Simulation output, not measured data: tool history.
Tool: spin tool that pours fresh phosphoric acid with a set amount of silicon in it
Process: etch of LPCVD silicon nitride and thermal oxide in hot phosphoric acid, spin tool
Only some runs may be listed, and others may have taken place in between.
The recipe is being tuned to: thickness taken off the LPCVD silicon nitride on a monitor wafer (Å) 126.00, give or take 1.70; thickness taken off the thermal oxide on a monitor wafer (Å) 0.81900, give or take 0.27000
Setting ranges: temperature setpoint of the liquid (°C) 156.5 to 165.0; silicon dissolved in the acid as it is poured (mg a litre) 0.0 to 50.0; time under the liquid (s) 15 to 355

run    day  temperature setpoint of the liquid (°C)  silicon dissolved in the acid as it is poured (mg a litre)  time under the liquid (s)  thickness taken off the LPCVD silicon nitride on a monitor wafer (Å)  thickness taken off the thermal oxide on a monitor wafer (Å)
  1  0.000                                    160.0                                                        23.0                        180                                                                179.17                                                       2.05230
  2  0.225                                    159.5                                                        24.5                        175                                                                170.66                                                       1.49460
  3  0.396                                    159.0                                                        24.0                        170                                                                163.21                                                       1.72600
  4  0.725                                    161.0                                                        24.0                        170                                                                174.46                                                       1.72930
  5  0.950                                    160.5                                                        25.0                        165                                                                166.85                                                       1.88310
     1.121  -- heated supply line repaired
  6  1.121                                    160.5                                                        16.0                        165                                                                186.65                                                       3.10810
  7  1.350                                    160.0                                                        18.0                        165                                                                185.46                                                       3.07920
  8  1.521                                    160.0                                                        18.0                        165                                                                183.82                                                       2.79730
  9  1.650                                    159.5                                                        20.0                        165                                                                181.75                                                       2.61620

Which single option among these 5 for the next run brings every result within its allowed miss of target? Just one does.
  A  1.779                                    157.5                                                        10.5                        305                                                                     ?                                                             ?
  B  1.779                                    160.5                                                        34.5                        140                                                                     ?                                                             ?
  C  1.779                                    157.5                                                        36.0                        255                                                                     ?                                                             ?
  D  1.779                                    160.0                                                        50.0                        130                                                                     ?                                                             ?
  E  1.779                                    159.5                                                        39.5                        115                                                                     ?                                                             ?

move  thickness taken off the LPCVD silicon nitride on a monitor wafer (Å)  thickness taken off the thermal oxide on a monitor wafer (Å)
   A                                                                310.89                                                       4.33910
   B                                                                157.90                                                       1.14710
   C                                                                259.92                                                       1.54890
   D                                                                144.19                                                       0.52326
   E                                                                125.42                                                       0.66157
A: further off than the last run
B: nearer than the last run, and not there yet
C: further off than the last run
D: nearer than the last run, and not there yet
E: meets every target
The move that meets every target is E.
